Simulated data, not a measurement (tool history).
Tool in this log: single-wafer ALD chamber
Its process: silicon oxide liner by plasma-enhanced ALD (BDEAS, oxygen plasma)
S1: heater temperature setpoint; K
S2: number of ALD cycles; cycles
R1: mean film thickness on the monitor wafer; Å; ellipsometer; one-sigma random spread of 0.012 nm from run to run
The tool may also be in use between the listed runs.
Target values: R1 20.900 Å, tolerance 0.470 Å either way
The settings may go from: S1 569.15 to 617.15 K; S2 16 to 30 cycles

run 1 hour=0.0 | S1=593.15 S2=23 | R1=18.692
run 2 hour=6.9 | S1=593.15 S2=22 | R1=18.117
run 3 hour=11.2 | S1=593.15 S2=19 | R1=15.403
run 4 hour=19.0 | S1=593.15 S2=18 | R1=14.848
run 5 hour=24.5 | S1=589.15 S2=18 | R1=14.746
run 6 hour=31.0 | S1=589.15 S2=20 | R1=16.431
run 7 hour=37.5 | S1=588.15 S2=21 | R1=17.243
run 8 hour=46.0 | S1=588.15 S2=22 | R1=18.170
run 9 hour=49.8 | S1=587.15 S2=22 | R1=18.156
run 10 hour=54.3 | S1=586.15 S2=26 | R1=21.468

Which single option among these 5 for the next run brings every result within its allowed miss of target? Just one does.
run A hour=58.8 | S1=581.15 S2=26 | R1=?
run B hour=58.8 | S1=571.15 S2=26 | R1=?
run C hour=58.8 | S1=574.15 S2=26 | R1=?
run D hour=58.8 | S1=600.15 S2=26 | R1=?
run E hour=58.8 | S1=582.15 S2=27 | R1=?

move=A R1=21.693
move=B R1=22.044
move=C R1=21.939
move=D R1=21.025
move=E R1=22.491
A: further off than the last run
B: further off than the last run
C: further off than the last run
D: all results in spec
E: further off than the last run
Go with D: it meets all targets.
